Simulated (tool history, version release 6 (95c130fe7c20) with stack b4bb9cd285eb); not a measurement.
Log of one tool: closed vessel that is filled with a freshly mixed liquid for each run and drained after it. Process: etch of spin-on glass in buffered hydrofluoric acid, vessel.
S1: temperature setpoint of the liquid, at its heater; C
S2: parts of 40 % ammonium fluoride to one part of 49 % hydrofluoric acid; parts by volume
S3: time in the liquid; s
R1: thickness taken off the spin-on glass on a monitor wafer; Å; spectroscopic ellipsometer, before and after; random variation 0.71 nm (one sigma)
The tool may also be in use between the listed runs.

run  hour    S1    S2  S3      R1
  1     0    25  12.5  30  700.81
  2   4.2  25.5    12  30  743.16
  3   9.5  25.5    14  30   641.9
  4  12.8    26  13.5  30  683.44
  5  16.8    24  13.5  30  608.28
     24.9  -- thermometer replaced
  6  24.9    24  13.5  30  689.02
  7  33.4  23.5  12.5  30  716.03

The next listed run, before its measurement:
  8  40.6  23.5  12  30   ?

{"run 8": {"R1": 749.1}}
